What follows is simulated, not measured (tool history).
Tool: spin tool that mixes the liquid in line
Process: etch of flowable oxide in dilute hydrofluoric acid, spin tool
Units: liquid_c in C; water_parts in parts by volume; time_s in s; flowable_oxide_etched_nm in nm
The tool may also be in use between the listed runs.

run  hour  liquid_c  water_parts  time_s  flowable_oxide_etched_nm
  1     0        25           80      50                    29.746
  2   5.7        25           65      50                    36.521
  3   9.2        25           65      55                    40.682
  4  12.5        25           40      55                    69.051
  5  20.1        25           40      50                    62.946
  6    28        22           40      50                    55.401
  7  34.6      23.5           40      50                    59.127
  8  38.8      24.5           40      50                    61.655
  9  45.8      25.5           40      50                    63.925
 10  50.2      26.5           40      50                    66.725

The next listed run, before its measurement:
 11  57.8        27           40      50                         ?

flowable_oxide_etched_nm: 66.805 nm

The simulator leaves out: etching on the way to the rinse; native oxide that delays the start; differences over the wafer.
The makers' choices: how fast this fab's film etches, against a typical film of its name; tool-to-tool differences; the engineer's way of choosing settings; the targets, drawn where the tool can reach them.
